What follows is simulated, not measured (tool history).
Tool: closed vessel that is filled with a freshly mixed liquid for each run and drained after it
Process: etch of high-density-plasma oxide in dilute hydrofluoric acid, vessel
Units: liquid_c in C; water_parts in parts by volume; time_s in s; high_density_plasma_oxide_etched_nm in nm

| run | hour | liquid_c | water_parts | time_s | high_density_plasma_oxide_etched_nm |
|---|---|---|---|---|---|
| 1 | 0 | 26 | 95 | 935 | 81.065 |
| 2 | 4.5 | 26 | 95 | 935 | 80.961 |
| 3 | 11.1 | 23 | 95 | 935 | 72.054 |
| 4 | 18 | 24.5 | 90 | 935 | 81.714 |
| 5 | 19.5 | 24.5 | 125 | 935 | 56.156 |
| 6 | 23.9 | 24.5 | 90 | 935 | 81.232 |
| 7 | 25.2 | 25.5 | 85 | 935 | 90.391 |
| 8 | 30.4 | 26.5 | 85 | 935 | 94.291 |
| 9 | 38.5 | 27.5 | 85 | 935 | 97.225 |
| 10 | 46.1 | 28 | 85 | 935 | 98.879 |

Run 11, settings as shown, results not yet in. Your forecast:
| 11 | 49.4 | 28.5 | 80 | 935 | ? |

high_density_plasma_oxide_etched_nm: 108.08 nm

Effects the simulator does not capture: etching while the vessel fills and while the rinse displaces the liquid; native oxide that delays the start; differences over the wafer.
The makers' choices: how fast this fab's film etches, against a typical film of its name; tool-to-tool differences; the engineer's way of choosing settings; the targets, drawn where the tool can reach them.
